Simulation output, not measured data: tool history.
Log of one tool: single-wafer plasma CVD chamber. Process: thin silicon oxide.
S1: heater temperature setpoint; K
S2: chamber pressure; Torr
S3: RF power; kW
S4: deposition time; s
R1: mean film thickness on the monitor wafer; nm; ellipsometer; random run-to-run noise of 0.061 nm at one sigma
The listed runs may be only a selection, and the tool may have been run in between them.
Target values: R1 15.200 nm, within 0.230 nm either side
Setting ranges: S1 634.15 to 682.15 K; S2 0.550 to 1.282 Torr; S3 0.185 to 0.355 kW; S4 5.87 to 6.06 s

run	day	S1	S2	S3	S4	R1
1	0.000	658.15	0.916	0.270	5.87	12.260
2	0.308	658.15	0.916	0.290	5.87	12.504
3	0.621	650.15	0.916	0.290	5.87	12.498
4	0.733	650.15	0.916	0.330	5.87	13.172
5	0.754	650.15	0.916	0.345	5.87	13.401
6	0.858	650.15	0.952	0.345	5.87	13.646
7	0.904	650.15	0.990	0.345	5.87	14.032
# day 0.971: thermocouple changed; heater temperature recalibrated
8	0.971	650.15	1.019	0.345	5.87	14.245
9	1.238	650.15	1.113	0.345	5.87	14.865

Exactly one of the 4 candidate moves below puts every result within its allowed miss. Which one?
A	1.504	644.15	0.974	0.355	5.97	?
B	1.504	658.15	1.060	0.355	6.06	?
C	1.504	643.15	1.057	0.355	5.90	?
D	1.504	636.15	1.008	0.295	6.06	?

move	R1
A	14.276
B	15.092
C	14.800
D	13.962
A: its largest miss is bigger than the last run's
B: each result inside its tolerance
C: its largest miss is bigger than the last run's
D: its largest miss is bigger than the last run's
Go with B: it meets all targets.
